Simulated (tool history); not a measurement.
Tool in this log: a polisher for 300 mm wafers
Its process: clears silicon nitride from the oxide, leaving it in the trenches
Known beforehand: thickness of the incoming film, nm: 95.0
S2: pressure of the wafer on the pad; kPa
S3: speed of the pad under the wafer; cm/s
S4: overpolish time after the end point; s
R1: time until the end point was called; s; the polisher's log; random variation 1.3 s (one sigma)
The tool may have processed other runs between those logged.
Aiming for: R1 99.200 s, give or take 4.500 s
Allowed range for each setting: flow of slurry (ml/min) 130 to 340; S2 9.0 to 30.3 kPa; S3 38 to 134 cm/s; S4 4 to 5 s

Run 1, hour 0.0: flow of slurry (ml/min) 220, S2 19.3 kPa, S3 86 cm/s, S4 5 s. Result: R1 120.560 s.
Run 2, hour 8.3: flow of slurry (ml/min) 220, S2 20.7 kPa, S3 86 cm/s, S4 5 s. Result: R1 109.940 s.
Run 3, hour 9.2: flow of slurry (ml/min) 220, S2 20.7 kPa, S3 86 cm/s, S4 4 s. Result: R1 111.950 s.
Run 4, hour 18.2: flow of slurry (ml/min) 220, S2 17.2 kPa, S3 86 cm/s, S4 4 s. Result: R1 134.950 s.
Run 5, hour 26.9: flow of slurry (ml/min) 220, S2 17.2 kPa, S3 86 cm/s, S4 5 s. Result: R1 138.340 s.
Run 6, hour 35.7: flow of slurry (ml/min) 220, S2 17.2 kPa, S3 86 cm/s, S4 5 s. Result: R1 133.600 s.
Run 7, hour 40.1: flow of slurry (ml/min) 220, S2 19.3 kPa, S3 86 cm/s, S4 5 s. Result: R1 118.770 s.
Run 8, hour 44.3: flow of slurry (ml/min) 220, S2 20.0 kPa, S3 86 cm/s, S4 5 s. Result: R1 117.500 s.
Run 9, hour 45.9: flow of slurry (ml/min) 220, S2 20.7 kPa, S3 86 cm/s, S4 5 s. Result: R1 114.300 s.
Run 10, hour 47.4: flow of slurry (ml/min) 220, S2 21.4 kPa, S3 86 cm/s, S4 5 s. Result: R1 108.060 s.
Run 11, hour 51.6: flow of slurry (ml/min) 220, S2 22.1 kPa, S3 86 cm/s, S4 5 s. Result: R1 105.670 s.

Exercise: of the 4 proposed moves below, exactly one satisfies all targets within the stated allowed misses. Which move is it?
Run A, hour 55.8: flow of slurry (ml/min) 220, S2 22.8 kPa, S3 80 cm/s, S4 5 s. Result: R1 ?.
Run B, hour 55.8: flow of slurry (ml/min) 225, S2 30.3 kPa, S3 60 cm/s, S4 5 s. Result: R1 ?.
Run C, hour 55.8: flow of slurry (ml/min) 265, S2 20.7 kPa, S3 98 cm/s, S4 5 s. Result: R1 ?.
Run D, hour 55.8: flow of slurry (ml/min) 255, S2 21.4 kPa, S3 76 cm/s, S4 5 s. Result: R1 ?.

move       R1
   A  109.810
   B  109.170
   C   97.617
   D  121.330
A: the biggest miss grows against the last run
B: the biggest miss grows against the last run
C: every result within its allowed miss
D: the biggest miss grows against the last run
C is the move that brings every result within its allowed miss.

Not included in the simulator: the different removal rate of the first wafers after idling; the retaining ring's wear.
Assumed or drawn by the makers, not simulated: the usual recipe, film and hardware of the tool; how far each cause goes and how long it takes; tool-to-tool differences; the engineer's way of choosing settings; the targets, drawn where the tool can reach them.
